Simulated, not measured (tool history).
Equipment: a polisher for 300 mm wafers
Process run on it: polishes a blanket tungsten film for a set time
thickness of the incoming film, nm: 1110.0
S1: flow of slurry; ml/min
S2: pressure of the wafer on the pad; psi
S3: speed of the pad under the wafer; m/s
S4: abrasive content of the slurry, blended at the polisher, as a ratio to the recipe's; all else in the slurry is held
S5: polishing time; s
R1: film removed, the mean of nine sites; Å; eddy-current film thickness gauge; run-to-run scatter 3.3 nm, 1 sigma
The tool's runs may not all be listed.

run  hour   S1   S2    S3  S4  S5      R1
  1     0  195  4.8  1.04   1  47  2519.5
  2   3.1  195    5  1.04   1  47  2643.1
  3  10.6  155    5  1.04   1  47    2582
  4  19.1  155  5.2  1.04   1  47  2602.5
  5  22.6  155  4.1  1.04   1  47  2123.1
  6  27.5  160  4.5  1.04   1  47    2316
  7  33.1  165  4.8  1.04   1  47  2476.6
  8  34.4  170  5.1  1.04   1  47  2651.2
     42.9  -- worn pad replaced by a new one
  9  42.9  175  5.3  1.04   1  47  3005.5
 10  50.3  180  5.3  1.04   1  47  3005.5

Predict the results of run 11:
 11  59.1  185  5.3  1.04   1  47   ?

{"run 11": {"R1": 3043.3}}
